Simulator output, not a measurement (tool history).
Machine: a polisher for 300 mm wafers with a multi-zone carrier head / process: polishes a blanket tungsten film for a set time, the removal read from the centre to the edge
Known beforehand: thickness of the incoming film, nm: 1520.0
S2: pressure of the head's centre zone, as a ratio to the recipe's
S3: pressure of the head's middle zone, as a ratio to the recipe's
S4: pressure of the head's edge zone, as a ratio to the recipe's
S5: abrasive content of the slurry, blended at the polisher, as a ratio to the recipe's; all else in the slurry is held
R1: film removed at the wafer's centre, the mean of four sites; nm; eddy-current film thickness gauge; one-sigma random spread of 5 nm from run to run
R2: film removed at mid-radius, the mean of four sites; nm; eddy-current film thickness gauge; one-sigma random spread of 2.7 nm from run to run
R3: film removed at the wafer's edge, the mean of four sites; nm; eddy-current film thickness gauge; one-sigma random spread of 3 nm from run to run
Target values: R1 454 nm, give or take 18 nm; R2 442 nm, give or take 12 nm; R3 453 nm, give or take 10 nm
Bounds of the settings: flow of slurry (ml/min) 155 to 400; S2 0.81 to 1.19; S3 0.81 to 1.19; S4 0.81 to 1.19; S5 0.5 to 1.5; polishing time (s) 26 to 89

Run 1, hour 0: flow of slurry (ml/min) 255, S2 1, S3 1, S4 1, S5 1, polishing time (s) 57. Result: R1 337.56 nm, R2 324.35 nm, R3 313.45 nm.
Run 2, hour 2.6: flow of slurry (ml/min) 300, S2 1, S3 1, S4 1, S5 1, polishing time (s) 57. Result: R1 339.75 nm, R2 328.58 nm, R3 318.94 nm.
Run 3, hour 7.9: flow of slurry (ml/min) 300, S2 1, S3 1, S4 1, S5 1, polishing time (s) 50. Result: R1 298.08 nm, R2 291.15 nm, R3 280.62 nm.
Run 4, hour 12: flow of slurry (ml/min) 315, S2 1.01, S3 1.01, S4 1.06, S5 1.15, polishing time (s) 55. Result: R1 343.13 nm, R2 331.01 nm, R3 325.63 nm.
Run 5, hour 16: flow of slurry (ml/min) 315, S2 1.01, S3 1.01, S4 1.06, S5 1, polishing time (s) 55. Result: R1 334.52 nm, R2 324.47 nm, R3 318.32 nm.
Run 6, hour 19.1: flow of slurry (ml/min) 315, S2 1.01, S3 1.01, S4 1.14, S5 1, polishing time (s) 55. Result: R1 326.12 nm, R2 320.56 nm, R3 326.89 nm.
Run 7, hour 19.7: flow of slurry (ml/min) 325, S2 1.01, S3 1.02, S4 1.16, S5 1.15, polishing time (s) 59. Result: R1 371.34 nm, R2 359.86 nm, R3 368.97 nm.
Run 8, hour 20.5: flow of slurry (ml/min) 330, S2 1.01, S3 1.03, S4 1.17, S5 1.25, polishing time (s) 61. Result: R1 389.13 nm, R2 383.43 nm, R3 388.83 nm.
Run 9, hour 22.5: flow of slurry (ml/min) 335, S2 1.01, S3 1.03, S4 1.18, S5 1.3, polishing time (s) 63. Result: R1 404.67 nm, R2 401.34 nm, R3 405.43 nm.
Run 10, hour 26.3: flow of slurry (ml/min) 335, S2 1.01, S3 1.02, S4 1.18, S5 1.35, polishing time (s) 65. Result: R1 427.67 nm, R2 414.26 nm, R3 423.47 nm.

Below are 4 possible settings for the next run. Only one of them brings all results inside the allowed miss of their targets. Which is it?
Run A, hour 30.1: flow of slurry (ml/min) 315, S2 1.06, S3 1.04, S4 1.13, S5 1.35, polishing time (s) 69. Result: R1 ?, R2 ?, R3 ?.
Run B, hour 30.1: flow of slurry (ml/min) 385, S2 0.9, S3 0.92, S4 1.19, S5 1.35, polishing time (s) 66. Result: R1 ?, R2 ?, R3 ?.
Run C, hour 30.1: flow of slurry (ml/min) 340, S2 1.02, S3 1.02, S4 1.18, S5 1.45, polishing time (s) 69. Result: R1 ?, R2 ?, R3 ?.
Run D, hour 30.1: flow of slurry (ml/min) 330, S2 1.02, S3 1.16, S4 1.07, S5 1.4, polishing time (s) 63. Result: R1 ?, R2 ?, R3 ?.

move      R1      R2      R3
   A   450.3  440.79  438.07
   B  379.51  387.33  436.77
   C  445.22  443.48  457.32
   D  402.65  447.44  393.02
A: closer than the last run, but not yet in spec
B: lands further from the targets than the last run did
C: meets every target
D: lands further from the targets than the last run did
C meets every target.
